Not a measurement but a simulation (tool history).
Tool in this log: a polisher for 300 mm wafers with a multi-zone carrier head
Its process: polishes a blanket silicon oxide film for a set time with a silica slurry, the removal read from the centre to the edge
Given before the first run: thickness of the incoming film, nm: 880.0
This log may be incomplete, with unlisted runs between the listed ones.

| run | hour | flow of slurry (ml/min) | pressure of the head's centre zone | pressure of the head's middle zone | pressure of the head's edge zone | abrasive content of the slurry | polishing time (s) | film removed at the wafer's centre (nm) | film removed at mid-radius (nm) | film removed at the wafer's edge (nm) |
|---|---|---|---|---|---|---|---|---|---|---|
| 1 | 0 | 140 | 1 | 1 | 1 | 1 | 33 | 65.793 | 67.721 | 65.428 |
| 2 | 8.9 | 140 | 1 | 1 | 1.07 | 1 | 33 | 66.811 | 66.738 | 67.219 |
| 3 | 15.8 | 140 | 1 | 1 | 1.02 | 1 | 33 | 66.494 | 67.591 | 64.891 |
| 4 | 17.7 | 140 | 1 | 0.97 | 1.02 | 1 | 33 | 65.704 | 66.089 | 65.509 |
| 5 | 18.3 | 140 | 1 | 0.97 | 1.02 | 0.9 | 33 | 61.4 | 62.274 | 60.745 |
| 6 | 23 | 135 | 1.01 | 0.96 | 1.02 | 0.9 | 33 | 62.436 | 60.814 | 60.128 |

Estimate the outcome of run 7 from the log above:
| 7 | 26.4 | 130 | 1.02 | 0.96 | 1.03 | 0.9 | 33 | ? | ? | ? |

Logged for run 7: film removed at the wafer's centre (nm) 61.465, film removed at mid-radius (nm) 60.272, film removed at the wafer's edge (nm) 60.341.

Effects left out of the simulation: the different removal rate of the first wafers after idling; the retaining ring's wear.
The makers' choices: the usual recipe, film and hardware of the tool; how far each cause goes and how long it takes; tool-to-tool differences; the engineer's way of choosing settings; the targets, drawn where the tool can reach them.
